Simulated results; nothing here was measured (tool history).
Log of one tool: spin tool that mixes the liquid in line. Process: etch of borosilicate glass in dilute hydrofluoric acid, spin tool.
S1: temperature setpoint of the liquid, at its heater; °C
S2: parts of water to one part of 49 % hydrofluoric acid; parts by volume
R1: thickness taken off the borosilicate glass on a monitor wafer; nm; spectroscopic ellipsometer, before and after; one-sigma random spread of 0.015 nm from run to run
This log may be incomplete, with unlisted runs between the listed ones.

Run 1, hour 0.0: S1 21 °C, S2 225 parts by volume, time under the liquid (s) 15. Result: R1 1.8066 nm.
Run 2, hour 0.5: S1 22 °C, S2 225 parts by volume, time under the liquid (s) 15. Result: R1 1.8530 nm.
Run 3, hour 6.3: S1 23 °C, S2 220 parts by volume, time under the liquid (s) 15. Result: R1 2.0007 nm.
Run 4, hour 7.7: S1 23 °C, S2 220 parts by volume, time under the liquid (s) 15. Result: R1 1.9813 nm.
Run 5, hour 9.8: S1 24 °C, S2 215 parts by volume, time under the liquid (s) 15. Result: R1 2.1134 nm.
Run 6, hour 10.8: S1 24 °C, S2 270 parts by volume, time under the liquid (s) 15. Result: R1 1.5811 nm.

Run 7 has not been measured yet. What should we expect?
Run 7, hour 11.8: S1 25 °C, S2 260 parts by volume, time under the liquid (s) 15. Result: R1 ?.

{"run 7": {"R1": 1.722}}

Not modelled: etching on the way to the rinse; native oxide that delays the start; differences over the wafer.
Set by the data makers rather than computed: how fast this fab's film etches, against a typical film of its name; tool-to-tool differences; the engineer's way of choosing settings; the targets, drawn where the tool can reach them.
